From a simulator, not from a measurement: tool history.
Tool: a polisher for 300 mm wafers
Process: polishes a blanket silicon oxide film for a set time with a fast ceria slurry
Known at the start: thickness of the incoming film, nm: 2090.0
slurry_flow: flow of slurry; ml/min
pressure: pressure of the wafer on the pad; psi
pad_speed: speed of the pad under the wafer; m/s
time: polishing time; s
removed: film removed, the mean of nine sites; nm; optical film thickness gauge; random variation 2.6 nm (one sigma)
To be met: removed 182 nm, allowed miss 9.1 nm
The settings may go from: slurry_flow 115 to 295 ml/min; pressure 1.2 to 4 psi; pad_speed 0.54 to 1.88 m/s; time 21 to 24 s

run 1 hour=0 | slurry_flow=190 pressure=2.6 pad_speed=1.2 time=24 | removed=346.8
run 2 hour=4 | slurry_flow=190 pressure=3 pad_speed=1.2 time=24 | removed=398.39
run 3 hour=10.8 | slurry_flow=150 pressure=3 pad_speed=1.2 time=24 | removed=392.49
run 4 hour=11.4 | slurry_flow=150 pressure=3.4 pad_speed=1.2 time=24 | removed=438.87
run 5 hour=13.9 | slurry_flow=150 pressure=3.4 pad_speed=0.96 time=24 | removed=350.87
run 6 hour=17 | slurry_flow=115 pressure=3.4 pad_speed=0.96 time=24 | removed=339.02
run 7 hour=19.8 | slurry_flow=115 pressure=2.7 pad_speed=0.88 time=24 | removed=250.3
run 8 hour=22.1 | slurry_flow=115 pressure=2.6 pad_speed=0.88 time=24 | removed=245.24
run 9 hour=23.1 | slurry_flow=115 pressure=2.5 pad_speed=0.88 time=24 | removed=234.32
run 10 hour=27.2 | slurry_flow=115 pressure=2.4 pad_speed=0.88 time=24 | removed=225.03
run 11 hour=27.8 | slurry_flow=115 pressure=2.3 pad_speed=0.88 time=24 | removed=213.48

Which of these 5 next moves meets every target?
run A hour=28.4 | slurry_flow=120 pressure=2 pad_speed=1.22 time=24 | removed=?
run B hour=28.4 | slurry_flow=115 pressure=2.5 pad_speed=0.68 time=24 | removed=?
run C hour=28.4 | slurry_flow=120 pressure=2.5 pad_speed=0.94 time=24 | removed=?
run D hour=28.4 | slurry_flow=115 pressure=2.3 pad_speed=1.08 time=24 | removed=?
run E hour=28.4 | slurry_flow=115 pressure=2.3 pad_speed=0.9 time=24 | removed=?

move=A removed=265.46
move=B removed=184.54
move=C removed=253.33
move=D removed=266.15
move=E removed=223.27
A: further off than the last run
B: meets every target
C: further off than the last run
D: further off than the last run
E: further off than the last run
Answer: B
